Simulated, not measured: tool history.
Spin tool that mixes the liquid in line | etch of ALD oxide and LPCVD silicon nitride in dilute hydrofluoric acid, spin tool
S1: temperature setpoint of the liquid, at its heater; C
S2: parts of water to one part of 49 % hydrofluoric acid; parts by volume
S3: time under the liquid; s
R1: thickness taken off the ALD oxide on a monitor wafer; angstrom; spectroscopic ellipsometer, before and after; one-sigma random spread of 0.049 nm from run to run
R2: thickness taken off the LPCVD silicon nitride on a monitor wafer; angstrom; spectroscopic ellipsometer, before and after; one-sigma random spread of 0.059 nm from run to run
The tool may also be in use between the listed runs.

run,hour,S1,S2,S3,R1,R2
1,0,24,265,180,54.31,2.887
2,4.3,24,225,180,66.992,3.8232
3,13.2,24.5,220,180,70.261,3.6112
4,17.9,25,220,180,72.167,4.4004
5,19.7,25,285,180,51.28,3.2589
6,22.5,25.5,275,180,55.25,3.1063
7,24.8,26,270,180,57.081,3.5899
8,29.1,26.5,260,180,60.936,3.6425

Run 9 has not been measured yet. What should we expect?
9,35.7,27,255,180,?,?

Logged for run 9: R1 64.457 angstrom, R2 4.137 angstrom.
